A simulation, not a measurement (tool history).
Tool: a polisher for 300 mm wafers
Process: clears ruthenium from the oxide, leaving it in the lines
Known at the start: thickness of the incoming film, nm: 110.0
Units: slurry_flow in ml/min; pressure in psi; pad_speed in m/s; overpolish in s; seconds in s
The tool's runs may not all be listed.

run,hour,slurry_flow,pressure,pad_speed,overpolish,seconds
1,0,125,1.8,1.08,15,115.81
2,3.1,125,1.8,1.08,15,117.62
3,8.1,125,1.5,1.08,15,137.29
4,11.8,125,1.5,1.08,16,137.95
5,14.1,125,1.9,1.08,16,110.93
6,15.3,125,1.8,1.08,16,117.35
7,20.6,125,1.7,1.08,16,122.69
8,27.5,125,1.6,1.08,16,130.97
9,29.8,125,1.5,1.08,16,137.08
10,38.8,125,1.4,1.08,16,145.42
11,39.4,115,1.2,1.08,16,163.3
12,47.6,105,0.9,1.08,16,212.16
13,56,105,0.9,1.08,16,207.17
14,59,130,1.1,1.08,16,170.84
15,67.1,120,1.1,1.08,16,176.44
16,70.8,115,1.1,1.08,16,177.68

Run 17 comes next. What will it give?
17,77.4,115,1.1,1.08,16,?

{"run 17": {"seconds": 177.14}}
